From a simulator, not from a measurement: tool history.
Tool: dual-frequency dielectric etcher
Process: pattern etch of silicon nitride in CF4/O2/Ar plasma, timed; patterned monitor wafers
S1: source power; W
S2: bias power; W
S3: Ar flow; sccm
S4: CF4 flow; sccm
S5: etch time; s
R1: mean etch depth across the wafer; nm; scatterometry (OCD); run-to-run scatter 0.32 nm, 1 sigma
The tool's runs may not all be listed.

run 1 hour=0 | S1=670 S2=67 S3=70 S4=106 S5=13.5 | R1=40.505
run 2 hour=5.7 | S1=700 S2=67 S3=70 S4=106 S5=13.5 | R1=42.215
run 3 hour=11.4 | S1=720 S2=67 S3=70 S4=106 S5=13.5 | R1=43.167
run 4 hour=13.7 | S1=720 S2=67 S3=70 S4=117 S5=13.5 | R1=42.766
run 5 hour=15.8 | S1=720 S2=73 S3=70 S4=117 S5=13.5 | R1=43.833
run 6 hour=22 | S1=740 S2=73 S3=70 S4=117 S5=13.5 | R1=45.346
-- hour=26.4 CF4 flow controller replaced
run 7 hour=26.4 | S1=750 S2=73 S3=70 S4=117 S5=13.5 | R1=44.924

What does the tool deliver on the next run?
run 8 hour=34.1 | S1=770 S2=73 S3=70 S4=117 S5=13.5 | R1=?

R1: 46.096 nm
